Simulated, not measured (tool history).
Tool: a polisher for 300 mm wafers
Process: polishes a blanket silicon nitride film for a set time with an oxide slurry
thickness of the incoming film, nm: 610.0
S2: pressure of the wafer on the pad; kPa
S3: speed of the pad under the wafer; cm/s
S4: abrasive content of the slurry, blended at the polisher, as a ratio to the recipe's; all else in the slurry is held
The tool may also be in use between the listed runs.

Run 1, hour 0: flow of slurry (ml/min) 225, S2 31 kPa, S3 122 cm/s, S4 1, polishing time (s) 39. Result: film removed (angstrom) 295.71.
Run 2, hour 8.1: flow of slurry (ml/min) 225, S2 29.6 kPa, S3 122 cm/s, S4 1, polishing time (s) 39. Result: film removed (angstrom) 282.4.
Run 3, hour 10.2: flow of slurry (ml/min) 225, S2 28.3 kPa, S3 122 cm/s, S4 1, polishing time (s) 39. Result: film removed (angstrom) 276.64.
Run 4, hour 18.3: flow of slurry (ml/min) 225, S2 28.3 kPa, S3 122 cm/s, S4 0.8, polishing time (s) 39. Result: film removed (angstrom) 232.85.
Run 5, hour 19: flow of slurry (ml/min) 225, S2 27.6 kPa, S3 122 cm/s, S4 0.8, polishing time (s) 39. Result: film removed (angstrom) 221.46.
Run 6, hour 25.5: flow of slurry (ml/min) 225, S2 27.6 kPa, S3 122 cm/s, S4 0.95, polishing time (s) 39. Result: film removed (angstrom) 265.2.
Run 7, hour 27.4: flow of slurry (ml/min) 225, S2 27.6 kPa, S3 122 cm/s, S4 0.95, polishing time (s) 39. Result: film removed (angstrom) 259.44.

The next listed run, before its measurement:
Run 8, hour 34.1: flow of slurry (ml/min) 225, S2 26.2 kPa, S3 122 cm/s, S4 0.95, polishing time (s) 39. Result: film removed (angstrom) ?.

{"run 8": {"film removed (angstrom)": 252.99}}
